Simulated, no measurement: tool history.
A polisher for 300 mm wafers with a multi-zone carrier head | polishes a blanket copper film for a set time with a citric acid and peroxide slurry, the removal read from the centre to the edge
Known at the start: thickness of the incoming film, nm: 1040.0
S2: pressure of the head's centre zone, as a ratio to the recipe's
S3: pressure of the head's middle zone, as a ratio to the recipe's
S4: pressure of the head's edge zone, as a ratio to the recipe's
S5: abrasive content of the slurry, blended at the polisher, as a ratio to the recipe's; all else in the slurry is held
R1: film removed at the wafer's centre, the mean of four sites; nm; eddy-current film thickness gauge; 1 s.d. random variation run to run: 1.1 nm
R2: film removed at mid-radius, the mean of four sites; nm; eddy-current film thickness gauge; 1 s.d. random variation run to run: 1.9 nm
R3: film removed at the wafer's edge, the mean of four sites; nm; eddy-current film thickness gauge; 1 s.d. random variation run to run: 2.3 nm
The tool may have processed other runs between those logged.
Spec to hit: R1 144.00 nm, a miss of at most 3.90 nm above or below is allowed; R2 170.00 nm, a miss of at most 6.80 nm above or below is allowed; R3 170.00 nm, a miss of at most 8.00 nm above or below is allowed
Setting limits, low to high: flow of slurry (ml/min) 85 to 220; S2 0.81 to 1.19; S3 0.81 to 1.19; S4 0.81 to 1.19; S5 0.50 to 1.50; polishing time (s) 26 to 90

{"run": 1, "hour": 0.0, "flow of slurry (ml/min)": 140, "S2": 1.0, "S3": 1.0, "S4": 1.0, "S5": 1.0, "polishing time (s)": 58, "R1": 192.43, "R2": 196.48, "R3": 201.96}
{"run": 2, "hour": 8.5, "flow of slurry (ml/min)": 140, "S2": 1.0, "S3": 1.0, "S4": 0.94, "S5": 1.0, "polishing time (s)": 58, "R1": 188.06, "R2": 195.62, "R3": 189.85}
{"run": 3, "hour": 10.9, "flow of slurry (ml/min)": 140, "S2": 1.0, "S3": 1.0, "S4": 0.94, "S5": 0.8, "polishing time (s)": 58, "R1": 181.6, "R2": 188.73, "R3": 183.54}
{"run": 4, "hour": 12.0, "flow of slurry (ml/min)": 135, "S2": 0.98, "S3": 0.99, "S4": 0.94, "S5": 0.8, "polishing time (s)": 58, "R1": 176.3, "R2": 182.1, "R3": 183.89}
{"run": 5, "hour": 14.8, "flow of slurry (ml/min)": 120, "S2": 0.98, "S3": 0.99, "S4": 0.94, "S5": 0.8, "polishing time (s)": 58, "R1": 168.73, "R2": 174.4, "R3": 178.18}
{"run": 6, "hour": 17.1, "flow of slurry (ml/min)": 120, "S2": 1.02, "S3": 0.99, "S4": 0.94, "S5": 0.8, "polishing time (s)": 58, "R1": 174.5, "R2": 177.24, "R3": 176.01}
{"run": 7, "hour": 20.1, "flow of slurry (ml/min)": 120, "S2": 1.02, "S3": 0.99, "S4": 0.94, "S5": 0.8, "polishing time (s)": 58, "R1": 175.64, "R2": 181.83, "R3": 174.12}
{"run": 8, "hour": 26.9, "flow of slurry (ml/min)": 115, "S2": 1.0, "S3": 1.01, "S4": 0.94, "S5": 0.8, "polishing time (s)": 58, "R1": 173.35, "R2": 175.02, "R3": 176.74}
{"run": 9, "hour": 29.6, "flow of slurry (ml/min)": 125, "S2": 0.97, "S3": 0.98, "S4": 0.92, "S5": 0.8, "polishing time (s)": 58, "R1": 169.35, "R2": 176.21, "R3": 172.4}
{"run": 10, "hour": 31.6, "flow of slurry (ml/min)": 125, "S2": 0.97, "S3": 0.98, "S4": 0.92, "S5": 0.8, "polishing time (s)": 58, "R1": 172.49, "R2": 180.97, "R3": 176.84}
{"hour": 38.0, "done": "worn pad replaced by a new one"}
{"run": 11, "hour": 38.0, "flow of slurry (ml/min)": 120, "S2": 0.94, "S3": 0.99, "S4": 0.91, "S5": 0.8, "polishing time (s)": 58, "R1": 180.17, "R2": 196.7, "R3": 198.68}
{"run": 12, "hour": 45.6, "flow of slurry (ml/min)": 145, "S2": 0.91, "S3": 1.06, "S4": 1.01, "S5": 0.55, "polishing time (s)": 48, "R1": 137.48, "R2": 163.74, "R3": 153.72}
{"run": 13, "hour": 50.2, "flow of slurry (ml/min)": 150, "S2": 0.91, "S3": 1.05, "S4": 1.02, "S5": 0.6, "polishing time (s)": 48, "R1": 142.71, "R2": 165.43, "R3": 160.18}
{"run": 14, "hour": 54.1, "flow of slurry (ml/min)": 150, "S2": 0.9, "S3": 1.05, "S4": 1.02, "S5": 0.6, "polishing time (s)": 48, "R1": 139.22, "R2": 168.35, "R3": 161.39}

Exactly one of the 5 candidate moves below puts every result within its allowed miss. Which one?
{"run": "A", "hour": 58.0, "flow of slurry (ml/min)": 140, "S2": 0.88, "S3": 1.01, "S4": 1.01, "S5": 0.95, "polishing time (s)": 45, "R1": "?", "R2": "?", "R3": "?"}
{"run": "B", "hour": 58.0, "flow of slurry (ml/min)": 155, "S2": 0.96, "S3": 1.09, "S4": 0.91, "S5": 0.75, "polishing time (s)": 42, "R1": "?", "R2": "?", "R3": "?"}
{"run": "C", "hour": 58.0, "flow of slurry (ml/min)": 180, "S2": 1.02, "S3": 1.13, "S4": 1.07, "S5": 0.5, "polishing time (s)": 47, "R1": "?", "R2": "?", "R3": "?"}
{"run": "D", "hour": 58.0, "flow of slurry (ml/min)": 120, "S2": 0.81, "S3": 0.95, "S4": 1.16, "S5": 0.95, "polishing time (s)": 49, "R1": "?", "R2": "?", "R3": "?"}
{"run": "E", "hour": 58.0, "flow of slurry (ml/min)": 125, "S2": 0.92, "S3": 0.96, "S4": 1.1, "S5": 0.65, "polishing time (s)": 49, "R1": "?", "R2": "?", "R3": "?"}

move=A R1=143.24 R2=172.81 R3=169.04
move=B R1=140.13 R2=164.39 R3=145.47
move=C R1=152.34 R2=172.55 R3=154.19
move=D R1=137.39 R2=172.40 R3=187.35
move=E R1=142.18 R2=157.91 R3=166.79
A: meets every target
B: meets the target for the result that was furthest off, but another lies outside its allowed miss
C: carries the result that was furthest off beyond its target, to the other side
D: its largest miss is bigger than the last run's
E: meets the target for the result that was furthest off, but another lies outside its allowed miss
The right move is A.
